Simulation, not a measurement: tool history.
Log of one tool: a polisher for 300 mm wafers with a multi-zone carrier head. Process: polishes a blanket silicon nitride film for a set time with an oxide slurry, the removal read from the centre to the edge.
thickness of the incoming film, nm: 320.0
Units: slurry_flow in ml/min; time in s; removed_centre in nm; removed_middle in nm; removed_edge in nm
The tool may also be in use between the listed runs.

Run 1, hour 0.0: slurry_flow 165 ml/min, centre_zone 1.00, middle_zone 1.00, edge_zone 1.00, slurry_solids 1.00, time 78 s. Result: removed_centre 43.912 nm, removed_middle 42.335 nm, removed_edge 41.251 nm.
Run 2, hour 7.7: slurry_flow 165 ml/min, centre_zone 0.92, middle_zone 1.00, edge_zone 1.00, slurry_solids 1.00, time 78 s. Result: removed_centre 39.593 nm, removed_middle 42.083 nm, removed_edge 41.019 nm.
Run 3, hour 14.6: slurry_flow 165 ml/min, centre_zone 0.92, middle_zone 1.00, edge_zone 1.00, slurry_solids 1.00, time 59 s. Result: removed_centre 30.279 nm, removed_middle 33.349 nm, removed_edge 31.010 nm.
Run 4, hour 21.3: slurry_flow 125 ml/min, centre_zone 0.92, middle_zone 1.00, edge_zone 1.00, slurry_solids 1.00, time 59 s. Result: removed_centre 27.103 nm, removed_middle 30.951 nm, removed_edge 30.516 nm.
Run 5, hour 23.7: slurry_flow 135 ml/min, centre_zone 0.94, middle_zone 1.02, edge_zone 1.01, slurry_solids 1.10, time 59 s. Result: removed_centre 29.718 nm, removed_middle 32.927 nm, removed_edge 31.482 nm.
Run 6, hour 28.2: slurry_flow 135 ml/min, centre_zone 0.94, middle_zone 1.02, edge_zone 1.01, slurry_solids 1.00, time 59 s. Result: removed_centre 28.538 nm, removed_middle 31.979 nm, removed_edge 30.669 nm.
Run 7, hour 32.6: slurry_flow 145 ml/min, centre_zone 0.95, middle_zone 1.04, edge_zone 1.02, slurry_solids 1.10, time 61 s. Result: removed_centre 32.072 nm, removed_middle 35.368 nm, removed_edge 33.207 nm.
Run 8, hour 38.6: slurry_flow 195 ml/min, centre_zone 1.05, middle_zone 1.14, edge_zone 1.10, slurry_solids 1.35, time 64 s. Result: removed_centre 42.280 nm, removed_middle 43.737 nm, removed_edge 40.216 nm.

The next listed run, before its measurement:
Run 9, hour 46.2: slurry_flow 200 ml/min, centre_zone 1.05, middle_zone 1.15, edge_zone 1.08, slurry_solids 1.40, time 64 s. Result: removed_centre ?, removed_middle ?, removed_edge ?.

{"run 9": {"removed_centre": 42.838, "removed_middle": 45.921, "removed_edge": 40.813}}
